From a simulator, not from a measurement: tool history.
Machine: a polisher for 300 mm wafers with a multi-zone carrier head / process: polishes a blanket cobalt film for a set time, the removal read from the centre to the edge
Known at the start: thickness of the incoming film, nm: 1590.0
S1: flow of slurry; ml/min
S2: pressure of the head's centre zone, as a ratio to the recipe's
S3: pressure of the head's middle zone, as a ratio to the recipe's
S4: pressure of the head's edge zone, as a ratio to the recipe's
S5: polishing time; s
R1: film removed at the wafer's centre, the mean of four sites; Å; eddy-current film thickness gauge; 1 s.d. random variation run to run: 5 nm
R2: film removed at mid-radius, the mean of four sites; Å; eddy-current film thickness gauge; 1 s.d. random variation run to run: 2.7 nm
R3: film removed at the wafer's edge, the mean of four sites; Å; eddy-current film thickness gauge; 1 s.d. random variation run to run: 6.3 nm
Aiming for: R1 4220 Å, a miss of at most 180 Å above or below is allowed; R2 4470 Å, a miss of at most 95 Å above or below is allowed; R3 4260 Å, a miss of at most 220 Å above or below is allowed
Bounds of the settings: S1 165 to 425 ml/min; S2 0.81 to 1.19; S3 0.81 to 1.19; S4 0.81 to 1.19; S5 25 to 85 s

run	hour	S1	S2	S3	S4	S5	R1	R2	R3
1	0	275	1	1	1	55	2625.9	2659.8	2591.9
2	8	275	1	1	0.93	55	2707.5	2637.3	2510.2
3	10	205	1	1	0.93	55	2586.8	2529.4	2506.8
4	15.3	270	1	1	0.93	55	2700.2	2648.1	2523.6
# hour 18.7: worn pad replaced by a new one
5	18.7	310	1	1	0.93	55	3104.4	3004	2927.7
6	25.6	310	1	0.93	0.93	55	3071.8	2809.9	2999.6
7	34.4	345	0.96	0.95	0.91	60	3235.9	3199	3158.2
8	38.5	370	0.97	0.96	0.95	64	3459.7	3422.5	3359.6
9	40.1	385	0.94	0.94	0.92	68	3608.8	3621.8	3616.9
10	45.6	395	0.93	0.94	0.91	72	3776.8	3817.3	3913.7

Which single option among these 5 for the next run brings every result within its allowed miss of target? Just one does.
A	51.1	260	1.04	0.85	0.81	77	?	?	?
B	51.1	425	0.97	1.03	0.92	73	?	?	?
C	51.1	375	0.92	0.89	0.89	71	?	?	?
D	51.1	425	0.85	1.01	0.91	83	?	?	?
E	51.1	425	0.92	0.99	0.91	80	?	?	?

move	R1	R2	R3
A	4352.4	3619.2	3752.8
B	4042.5	4208.5	3863.3
C	3687.6	3589.3	3687
D	4026	4709.2	4373.7
E	4200.1	4461.4	4216.8
A: misses by more than the last run did
B: nearer the targets than the last run, but a result is still out of spec
C: misses by more than the last run did
D: moves the result that the last run missed by most past its target, out the other side
E: every result lands within tolerance
E is the move that brings every result within its allowed miss.
